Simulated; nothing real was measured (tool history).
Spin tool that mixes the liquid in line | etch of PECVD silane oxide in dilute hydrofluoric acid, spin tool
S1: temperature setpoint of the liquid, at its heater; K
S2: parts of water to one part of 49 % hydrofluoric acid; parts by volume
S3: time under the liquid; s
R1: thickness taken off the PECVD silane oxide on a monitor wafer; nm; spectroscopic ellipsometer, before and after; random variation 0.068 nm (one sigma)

run,hour,S1,S2,S3,R1
1,0.0,293.15,90,15,3.1364
2,7.4,293.15,90,15,3.2118
3,16.2,294.15,85,15,3.5234
4,22.0,295.65,85,15,3.7216
5,27.3,296.15,80,15,3.9811
6,36.2,296.65,75,15,4.4499
7,42.2,297.15,70,15,4.8579
8,43.6,301.15,40,15,10.5160
9,44.3,297.15,40,15,8.9544
10,47.5,296.65,40,15,8.8270

Forecast run 11:
11,53.2,296.15,40,15,?

Run 11 gave R1 8.6636 nm.

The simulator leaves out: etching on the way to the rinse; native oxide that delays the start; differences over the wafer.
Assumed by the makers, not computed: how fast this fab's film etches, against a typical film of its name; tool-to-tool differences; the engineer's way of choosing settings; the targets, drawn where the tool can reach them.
